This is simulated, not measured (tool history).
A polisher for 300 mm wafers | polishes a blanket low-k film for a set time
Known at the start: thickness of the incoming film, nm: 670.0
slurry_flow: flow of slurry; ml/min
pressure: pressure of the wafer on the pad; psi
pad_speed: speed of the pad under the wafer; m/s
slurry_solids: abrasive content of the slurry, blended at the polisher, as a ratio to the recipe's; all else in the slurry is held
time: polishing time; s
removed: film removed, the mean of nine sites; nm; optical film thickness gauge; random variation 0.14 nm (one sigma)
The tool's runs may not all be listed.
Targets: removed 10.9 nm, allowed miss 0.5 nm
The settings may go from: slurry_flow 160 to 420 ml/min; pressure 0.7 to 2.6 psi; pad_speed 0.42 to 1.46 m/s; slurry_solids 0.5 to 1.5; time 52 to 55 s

| run | hour | slurry_flow | pressure | pad_speed | slurry_solids | time | removed |
|---|---|---|---|---|---|---|---|
| 1 | 0 | 270 | 1.6 | 0.94 | 1 | 52 | 15.083 |
| 2 | 5.8 | 270 | 1.5 | 0.94 | 1 | 52 | 14.564 |
| 3 | 10.1 | 270 | 1.4 | 0.94 | 1 | 52 | 14.074 |
| 4 | 13.7 | 270 | 1.4 | 0.94 | 1.15 | 52 | 14.936 |
| 5 | 15.4 | 270 | 1.3 | 0.94 | 1.15 | 52 | 14.388 |
| 6 | 20.4 | 270 | 1.3 | 0.94 | 1.15 | 52 | 14.572 |
| 7 | 27.9 | 270 | 1.2 | 0.94 | 1.15 | 52 | 13.687 |
| 8 | 34.8 | 270 | 1.1 | 0.94 | 1.15 | 52 | 12.756 |

Which of these 4 next moves meets every target?
| A | 41.7 | 235 | 0.8 | 0.96 | 0.9 | 52 | ? |
| B | 41.7 | 250 | 1.4 | 0.74 | 1 | 53 | ? |
| C | 41.7 | 295 | 1.1 | 0.74 | 1.05 | 54 | ? |
| D | 41.7 | 320 | 1.1 | 0.9 | 1.15 | 54 | ? |

| move | removed |
|---|---|
| A | 9.828 |
| B | 11.748 |
| C | 10.797 |
| D | 13.259 |
A: takes the result that was furthest off past its target
B: nearer than the last run, and not there yet
C: meets every target
D: further off than the last run
Answer: C
